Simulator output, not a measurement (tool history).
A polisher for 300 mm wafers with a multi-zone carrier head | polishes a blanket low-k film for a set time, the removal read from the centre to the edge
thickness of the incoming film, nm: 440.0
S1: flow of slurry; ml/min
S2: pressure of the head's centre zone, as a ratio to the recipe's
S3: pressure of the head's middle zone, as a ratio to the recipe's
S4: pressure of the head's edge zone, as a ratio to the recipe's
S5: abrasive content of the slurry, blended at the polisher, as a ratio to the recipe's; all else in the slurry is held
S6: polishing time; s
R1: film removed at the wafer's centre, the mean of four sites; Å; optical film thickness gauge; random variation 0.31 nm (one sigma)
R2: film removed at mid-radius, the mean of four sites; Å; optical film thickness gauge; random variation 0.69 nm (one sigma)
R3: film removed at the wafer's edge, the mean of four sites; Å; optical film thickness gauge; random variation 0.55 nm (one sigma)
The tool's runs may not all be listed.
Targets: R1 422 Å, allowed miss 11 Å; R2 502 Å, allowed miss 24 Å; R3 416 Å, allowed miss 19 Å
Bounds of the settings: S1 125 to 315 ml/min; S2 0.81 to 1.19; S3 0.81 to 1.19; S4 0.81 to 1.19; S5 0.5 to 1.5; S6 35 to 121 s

Run 1, hour 0: S1 205 ml/min, S2 1, S3 1, S4 1, S5 1, S6 78 s. Result: R1 355.34 Å, R2 364.91 Å, R3 363.79 Å.
Run 2, hour 2.4: S1 225 ml/min, S2 1, S3 1, S4 1, S5 1, S6 78 s. Result: R1 367.27 Å, R2 374.33 Å, R3 362.48 Å.
Run 3, hour 3: S1 225 ml/min, S2 0.92, S3 1, S4 1, S5 1, S6 78 s. Result: R1 331.76 Å, R2 373.22 Å, R3 366.87 Å.
Run 4, hour 8.7: S1 240 ml/min, S2 0.95, S3 1.06, S4 1.02, S5 1.05, S6 78 s. Result: R1 359.23 Å, R2 398.86 Å, R3 374.87 Å.
Run 5, hour 12.9: S1 250 ml/min, S2 0.95, S3 1.1, S4 1.01, S5 1.15, S6 79 s. Result: R1 382.15 Å, R2 437.78 Å, R3 404.13 Å.
Run 6, hour 19.8: S1 265 ml/min, S2 0.96, S3 1.13, S4 0.99, S5 1.15, S6 79 s. Result: R1 383.9 Å, R2 463.14 Å, R3 390.97 Å.
Run 7, hour 23.1: S1 270 ml/min, S2 0.97, S3 1.15, S4 1, S5 1.2, S6 79 s. Result: R1 403.38 Å, R2 474.3 Å, R3 405.06 Å.
Run 8, hour 28.2: S1 275 ml/min, S2 0.97, S3 1.16, S4 1, S5 1.2, S6 79 s. Result: R1 401.39 Å, R2 478.81 Å, R3 413.59 Å.
Run 9, hour 37: S1 280 ml/min, S2 0.98, S3 1.17, S4 0.99, S5 1.2, S6 79 s. Result: R1 403.64 Å, R2 490.14 Å, R3 407.25 Å.

5 next moves are on the table. One of them brings every result within its allowed miss. Which?
Run A, hour 45.8: S1 285 ml/min, S2 0.98, S3 1.19, S4 1.04, S5 1.15, S6 77 s. Result: R1 ?, R2 ?, R3 ?.
Run B, hour 45.8: S1 265 ml/min, S2 0.95, S3 1.15, S4 1.16, S5 1.05, S6 85 s. Result: R1 ?, R2 ?, R3 ?.
Run C, hour 45.8: S1 225 ml/min, S2 1, S3 1.19, S4 0.97, S5 0.85, S6 98 s. Result: R1 ?, R2 ?, R3 ?.
Run D, hour 45.8: S1 240 ml/min, S2 0.92, S3 1.14, S4 0.87, S5 1.3, S6 78 s. Result: R1 ?, R2 ?, R3 ?.
Run E, hour 45.8: S1 275 ml/min, S2 0.92, S3 1.17, S4 1.03, S5 1.25, S6 77 s. Result: R1 ?, R2 ?, R3 ?.

move      R1      R2      R3
   A  387.32   473.5  393.52
   B  393.95  483.01  429.39
   C   420.6  505.23  413.71
   D  379.88  478.27  393.17
   E  375.24  482.19  405.75
A: further off than the last run
B: further off than the last run
C: meets every target
D: further off than the last run
E: further off than the last run
Answer: C
